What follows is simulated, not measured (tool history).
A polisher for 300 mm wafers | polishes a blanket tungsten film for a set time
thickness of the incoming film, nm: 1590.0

run	hour	flow of slurry (ml/min)	pressure of the wafer on the pad (kPa)	speed of the pad under the wafer (m/s)	abrasive content of the slurry	polishing time (s)	film removed (Å)
1	0.0	280	31.7	1.30	1.0	32	2350.2
2	8.0	330	31.7	1.30	1.0	32	2384.8
3	14.1	330	31.7	1.54	1.0	32	2836.7
4	21.4	330	29.6	1.50	1.0	32	2574.4
5	27.6	330	25.5	1.50	1.0	32	2220.9
6	31.4	330	24.1	1.46	1.0	32	2052.9
7	34.9	330	23.4	1.42	1.0	32	1944.0
8	40.6	330	22.8	1.40	1.0	32	1890.4

The next listed run, before its measurement:
# hour 46.6: worn pad replaced by a new one
9	46.6	330	22.1	1.38	1.0	32	?

{"run 9": {"film removed (Å)": 1963.1}}
